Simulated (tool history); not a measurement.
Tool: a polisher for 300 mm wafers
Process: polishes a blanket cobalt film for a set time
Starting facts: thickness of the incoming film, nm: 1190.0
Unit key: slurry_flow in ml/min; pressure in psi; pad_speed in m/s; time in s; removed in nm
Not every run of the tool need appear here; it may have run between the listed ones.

Run 1, hour 0: slurry_flow 250 ml/min, pressure 1.4 psi, pad_speed 1.24 m/s, time 42 s. Result: removed 219.68 nm.
Run 2, hour 3.3: slurry_flow 250 ml/min, pressure 1.6 psi, pad_speed 1.24 m/s, time 42 s. Result: removed 249.15 nm.
Run 3, hour 6: slurry_flow 250 ml/min, pressure 1.6 psi, pad_speed 1.24 m/s, time 42 s. Result: removed 249.21 nm.
Run 4, hour 10.9: slurry_flow 250 ml/min, pressure 1.3 psi, pad_speed 1.24 m/s, time 42 s. Result: removed 203.08 nm.
Run 5, hour 18.3: slurry_flow 250 ml/min, pressure 1.3 psi, pad_speed 1.5 m/s, time 42 s. Result: removed 247.43 nm.
Run 6, hour 27: slurry_flow 250 ml/min, pressure 1.3 psi, pad_speed 1.26 m/s, time 42 s. Result: removed 214.54 nm.
Run 7, hour 35.6: slurry_flow 250 ml/min, pressure 1.5 psi, pad_speed 1.28 m/s, time 42 s. Result: removed 245.69 nm.

Run 8 has not been measured yet. What should we expect?
Run 8, hour 42.5: slurry_flow 250 ml/min, pressure 1.6 psi, pad_speed 1.28 m/s, time 42 s. Result: removed ?.

Run 8 gave removed 255.57 nm.
